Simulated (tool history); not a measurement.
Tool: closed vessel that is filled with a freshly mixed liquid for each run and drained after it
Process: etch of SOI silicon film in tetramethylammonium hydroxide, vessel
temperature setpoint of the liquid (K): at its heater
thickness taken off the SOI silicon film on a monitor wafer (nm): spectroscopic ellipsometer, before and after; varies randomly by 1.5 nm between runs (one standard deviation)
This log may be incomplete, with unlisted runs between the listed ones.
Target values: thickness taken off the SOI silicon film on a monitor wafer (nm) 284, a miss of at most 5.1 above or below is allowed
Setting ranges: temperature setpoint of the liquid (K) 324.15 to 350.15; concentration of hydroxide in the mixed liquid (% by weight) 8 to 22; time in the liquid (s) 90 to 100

| run | day | temperature setpoint of the liquid (K) | concentration of hydroxide in the mixed liquid (% by weight) | time in the liquid (s) | thickness taken off the SOI silicon film on a monitor wafer (nm) |
|---|---|---|---|---|---|
| 1 | 0 | 337.15 | 15 | 90 | 387.74 |
| 2 | 0.258 | 337.15 | 15 | 90 | 382.53 |
| 3 | 0.479 | 337.15 | 15 | 100 | 426.78 |
| 4 | 0.667 | 335.65 | 15 | 100 | 392.02 |
| 5 | 1.029 | 334.65 | 15 | 100 | 364.2 |
| 6 | 1.229 | 334.65 | 15 | 100 | 365.33 |
| 7 | 1.379 | 334.65 | 15 | 100 | 366.67 |
| 8 | 1.425 | 329.65 | 15 | 100 | 267.29 |
| 9 | 1.654 | 330.15 | 15 | 100 | 276.65 |

Which of these 4 next moves meets every target?
| A | 1.883 | 329.15 | 10.5 | 90 | ? |
| B | 1.883 | 331.15 | 18.5 | 100 | ? |
| C | 1.883 | 330.15 | 14.5 | 95 | ? |
| D | 1.883 | 332.65 | 16 | 90 | ? |

| move | thickness taken off the SOI silicon film on a monitor wafer (nm) |
|---|---|
| A | 270.93 |
| B | 270.92 |
| C | 265.63 |
| D | 283.32 |
A: misses by more than the last run did
B: misses by more than the last run did
C: misses by more than the last run did
D: in spec on every target
So the answer is move D, the one that meets all the targets.

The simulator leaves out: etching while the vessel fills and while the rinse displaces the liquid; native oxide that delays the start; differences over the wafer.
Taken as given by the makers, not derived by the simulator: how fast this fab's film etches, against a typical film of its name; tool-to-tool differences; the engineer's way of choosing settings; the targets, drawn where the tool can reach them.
